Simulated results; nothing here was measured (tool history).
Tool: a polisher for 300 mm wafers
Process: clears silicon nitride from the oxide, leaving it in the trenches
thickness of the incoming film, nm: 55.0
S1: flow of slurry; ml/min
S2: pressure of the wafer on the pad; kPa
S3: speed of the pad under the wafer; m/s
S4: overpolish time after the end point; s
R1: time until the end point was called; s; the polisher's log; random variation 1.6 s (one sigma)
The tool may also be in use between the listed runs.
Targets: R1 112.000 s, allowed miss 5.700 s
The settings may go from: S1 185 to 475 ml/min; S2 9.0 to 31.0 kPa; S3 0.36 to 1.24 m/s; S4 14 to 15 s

| run | hour | S1 | S2 | S3 | S4 | R1 |
|---|---|---|---|---|---|---|
| 1 | 0.0 | 305 | 20.0 | 0.80 | 14 | 85.039 |
| 2 | 6.7 | 305 | 19.3 | 0.80 | 14 | 86.215 |
| 3 | 10.1 | 305 | 18.6 | 0.80 | 14 | 87.428 |
| 4 | 17.7 | 305 | 17.2 | 0.80 | 14 | 94.960 |
| 5 | 25.0 | 305 | 17.2 | 0.80 | 14 | 94.590 |
| 6 | 26.3 | 305 | 16.5 | 0.80 | 14 | 99.052 |
|  | 27.1 | worn pad replaced by a new one |
| 7 | 27.1 | 305 | 15.9 | 0.80 | 14 | 96.313 |
| 8 | 28.1 | 305 | 15.2 | 0.80 | 14 | 99.610 |
| 9 | 35.8 | 305 | 14.5 | 0.80 | 14 | 103.720 |

Which of these 5 next moves meets every target?
| A | 43.5 | 280 | 13.8 | 0.76 | 15 | ? |
| B | 43.5 | 235 | 18.6 | 0.70 | 15 | ? |
| C | 43.5 | 320 | 11.7 | 1.02 | 15 | ? |
| D | 43.5 | 315 | 16.5 | 0.72 | 15 | ? |
| E | 43.5 | 300 | 16.5 | 0.80 | 15 | ? |

| move | R1 |
|---|---|
| A | 111.830 |
| B | 95.794 |
| C | 98.813 |
| D | 100.350 |
| E | 92.958 |
A: meets every target
B: further off than the last run
C: further off than the last run
D: further off than the last run
E: further off than the last run
The right move is A.
